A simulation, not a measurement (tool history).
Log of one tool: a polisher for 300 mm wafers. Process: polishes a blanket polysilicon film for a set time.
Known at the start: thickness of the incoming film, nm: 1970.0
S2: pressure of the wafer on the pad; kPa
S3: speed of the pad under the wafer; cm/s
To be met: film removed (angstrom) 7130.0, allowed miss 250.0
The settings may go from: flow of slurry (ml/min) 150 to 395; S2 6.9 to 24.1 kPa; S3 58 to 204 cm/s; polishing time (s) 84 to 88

Run 1, hour 0.0: flow of slurry (ml/min) 250, S2 15.2 kPa, S3 130 cm/s, polishing time (s) 84. Result: film removed (angstrom) 6086.2.
Run 2, hour 2.3: flow of slurry (ml/min) 250, S2 15.2 kPa, S3 112 cm/s, polishing time (s) 84. Result: film removed (angstrom) 5355.3.
Run 3, hour 6.5: flow of slurry (ml/min) 250, S2 15.2 kPa, S3 134 cm/s, polishing time (s) 84. Result: film removed (angstrom) 6355.0.
Run 4, hour 10.6: flow of slurry (ml/min) 250, S2 15.2 kPa, S3 134 cm/s, polishing time (s) 84. Result: film removed (angstrom) 6318.0.
Run 5, hour 13.0: flow of slurry (ml/min) 250, S2 15.2 kPa, S3 166 cm/s, polishing time (s) 84. Result: film removed (angstrom) 7630.9.
Run 6, hour 17.4: flow of slurry (ml/min) 250, S2 15.2 kPa, S3 196 cm/s, polishing time (s) 84. Result: film removed (angstrom) 9080.1.
Run 7, hour 20.6: flow of slurry (ml/min) 250, S2 14.5 kPa, S3 196 cm/s, polishing time (s) 84. Result: film removed (angstrom) 8641.9.
Run 8, hour 29.1: flow of slurry (ml/min) 250, S2 13.8 kPa, S3 196 cm/s, polishing time (s) 84. Result: film removed (angstrom) 8354.7.
Run 9, hour 32.5: flow of slurry (ml/min) 250, S2 13.1 kPa, S3 196 cm/s, polishing time (s) 84. Result: film removed (angstrom) 7772.6.
Run 10, hour 37.5: flow of slurry (ml/min) 250, S2 12.4 kPa, S3 196 cm/s, polishing time (s) 84. Result: film removed (angstrom) 7571.9.

5 next moves are on the table. One of them brings every result within its allowed miss. Which?
Run A, hour 42.5: flow of slurry (ml/min) 240, S2 11.0 kPa, S3 188 cm/s, polishing time (s) 88. Result: film removed (angstrom) ?.
Run B, hour 42.5: flow of slurry (ml/min) 215, S2 12.4 kPa, S3 200 cm/s, polishing time (s) 87. Result: film removed (angstrom) ?.
Run C, hour 42.5: flow of slurry (ml/min) 255, S2 12.4 kPa, S3 190 cm/s, polishing time (s) 84. Result: film removed (angstrom) ?.
Run D, hour 42.5: flow of slurry (ml/min) 290, S2 12.4 kPa, S3 204 cm/s, polishing time (s) 86. Result: film removed (angstrom) ?.
Run E, hour 42.5: flow of slurry (ml/min) 210, S2 10.3 kPa, S3 204 cm/s, polishing time (s) 87. Result: film removed (angstrom) ?.

move  film removed (angstrom)
   A                   6646.6
   B                   7705.2
   C                   7225.8
   D                   8022.4
   E                   6571.8
A: takes the result that was furthest off past its target
B: further off than the last run
C: meets every target
D: further off than the last run
E: takes the result that was furthest off past its target
Answer: C

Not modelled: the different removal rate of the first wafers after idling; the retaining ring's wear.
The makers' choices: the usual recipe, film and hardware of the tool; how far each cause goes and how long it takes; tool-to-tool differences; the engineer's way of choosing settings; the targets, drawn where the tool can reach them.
